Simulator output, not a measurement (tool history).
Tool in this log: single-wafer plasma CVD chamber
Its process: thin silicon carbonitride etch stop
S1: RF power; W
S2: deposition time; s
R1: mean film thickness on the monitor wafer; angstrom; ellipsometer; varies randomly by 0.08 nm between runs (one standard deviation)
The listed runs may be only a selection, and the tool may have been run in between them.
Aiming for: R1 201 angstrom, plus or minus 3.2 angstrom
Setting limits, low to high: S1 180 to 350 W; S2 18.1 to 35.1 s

run	hour	S1	S2	R1
1	0	265	26.6	163.12
2	7.4	280	27.4	170.88
3	14.2	280	30.1	188.85
4	15.1	280	27.9	174.26
5	23.3	255	27.9	168.3
6	25.6	270	28.3	174.64
7	32.3	310	30.1	194.7
8	39.6	315	30.2	196.92
9	46.7	320	30.2	196.42

Exactly one of the 5 candidate moves below puts every result within its allowed miss. Which one?
A	53.8	330	29.3	?
B	53.8	315	31.1	?
C	53.8	325	29.3	?
D	53.8	325	31.9	?
E	53.8	350	28.6	?

move	R1
A	194.68
B	203.43
C	193.69
D	210.87
E	193.81
A: moves away from the targets compared with the last run
B: in spec on every target
C: moves away from the targets compared with the last run
D: moves the result that the last run missed by most past its target, out the other side
E: moves away from the targets compared with the last run
Correct choice: B, which meets every target

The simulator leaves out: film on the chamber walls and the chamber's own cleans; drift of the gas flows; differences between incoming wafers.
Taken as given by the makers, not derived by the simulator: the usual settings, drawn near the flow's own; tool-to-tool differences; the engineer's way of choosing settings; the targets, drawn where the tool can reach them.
